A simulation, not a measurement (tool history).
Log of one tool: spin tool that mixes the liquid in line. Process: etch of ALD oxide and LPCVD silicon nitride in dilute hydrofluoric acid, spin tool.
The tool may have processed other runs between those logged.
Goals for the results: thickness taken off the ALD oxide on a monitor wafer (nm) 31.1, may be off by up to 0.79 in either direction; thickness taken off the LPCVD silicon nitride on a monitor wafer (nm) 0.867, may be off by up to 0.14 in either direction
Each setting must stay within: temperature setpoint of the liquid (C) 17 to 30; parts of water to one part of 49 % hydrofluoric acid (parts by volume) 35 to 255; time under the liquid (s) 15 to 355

run	hour	temperature setpoint of the liquid (C)	parts of water to one part of 49 % hydrofluoric acid (parts by volume)	time under the liquid (s)	thickness taken off the ALD oxide on a monitor wafer (nm)	thickness taken off the LPCVD silicon nitride on a monitor wafer (nm)
1	0	22	145	180	22.104	0.48905
2	5	24.5	145	180	24.127	0.60648
3	7.8	24.5	145	255	34.706	0.89283
4	16.6	24.5	145	325	43.635	1.0646
5	23.8	26	145	325	46.413	1.2015
6	31.7	26	145	290	41.685	1.0553
7	37.7	24.5	150	290	37.643	0.93149
8	40.8	24.5	160	290	34.774	0.95024
# hour 46.1: thermometer replaced
9	46.1	24	165	290	36.051	0.98519
10	53.6	23	170	290	33.389	0.87635

Pick the move, out of 5, that brings all results within their allowed miss; only one does.
A	61.1	26	205	340	?	?
B	61.1	23	180	315	?	?
C	61.1	20	135	275	?	?
D	61.1	24	200	335	?	?
E	61.1	23.5	200	320	?	?

move	thickness taken off the ALD oxide on a monitor wafer (nm)	thickness taken off the LPCVD silicon nitride on a monitor wafer (nm)
A	34.887	0.98693
B	33.865	0.86081
C	36.793	0.81778
D	32.933	0.87932
E	30.881	0.81374
A: the biggest miss grows against the last run
B: the biggest miss grows against the last run
C: the biggest miss grows against the last run
D: nearer the targets than the last run, but a result is still out of spec
E: in spec on every target
So the answer is move E, the one that meets all the targets.
